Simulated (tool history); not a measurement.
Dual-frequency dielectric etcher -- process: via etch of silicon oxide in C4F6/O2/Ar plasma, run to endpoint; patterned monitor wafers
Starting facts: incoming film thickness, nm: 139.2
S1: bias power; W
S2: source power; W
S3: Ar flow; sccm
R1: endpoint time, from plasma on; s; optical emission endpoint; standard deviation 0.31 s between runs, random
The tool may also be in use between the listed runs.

run  hour   S1   S2   S3      R1
  1     0  480  260  219  36.726
  2     3  480  240  219  37.788
  3   8.2  480  240  187  37.191
  4   9.7  446  230  189  39.136
  5  16.9  423  230  190  39.684
  6  23.7  401  230  191  39.981
     27.2  -- source power generator calibrated
  7  27.2  383  220  192  41.281
  8  29.8  369  220  193  41.652
  9  33.1  357  220  193  42.297

The next listed run, before its measurement:
 10  38.3  349  220  193   ?

Run 10 yielded R1 42.233 s.
